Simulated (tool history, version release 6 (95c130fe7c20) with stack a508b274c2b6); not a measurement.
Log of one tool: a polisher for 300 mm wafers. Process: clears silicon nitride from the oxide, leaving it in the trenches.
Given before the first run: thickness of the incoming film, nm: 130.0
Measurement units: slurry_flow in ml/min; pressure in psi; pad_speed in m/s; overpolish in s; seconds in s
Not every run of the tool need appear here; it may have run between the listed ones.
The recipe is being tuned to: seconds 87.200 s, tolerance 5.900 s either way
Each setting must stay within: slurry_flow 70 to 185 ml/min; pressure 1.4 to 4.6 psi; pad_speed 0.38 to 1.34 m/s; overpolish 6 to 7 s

run	day	slurry_flow	pressure	pad_speed	overpolish	seconds
1	0.000	120	3.0	0.86	7	153.060
2	0.029	120	3.0	1.00	7	140.550
3	0.371	120	3.3	1.02	7	123.960
4	0.575	120	3.3	1.02	7	121.800
5	0.654	120	3.5	1.04	7	111.790
6	0.971	150	3.5	1.04	7	107.450
7	1.096	150	3.6	1.04	7	103.900
8	1.321	150	3.7	1.04	7	104.390
9	1.488	150	3.8	1.06	7	98.096
10	1.779	150	3.9	1.06	7	98.887

Which one of the following 4 next-run settings gets every result inside its allowed miss? There is exactly one.
A	2.071	140	3.6	0.80	7	?
B	2.071	140	3.6	1.02	6	?
C	2.071	165	4.0	1.12	6	?
D	2.071	145	3.8	1.00	6	?

move	seconds
A	139.940
B	110.530
C	88.349
D	106.160
A: its largest miss is bigger than the last run's
B: its largest miss is bigger than the last run's
C: hits every target within its allowed miss
D: its largest miss is bigger than the last run's
Move C is the one to make.
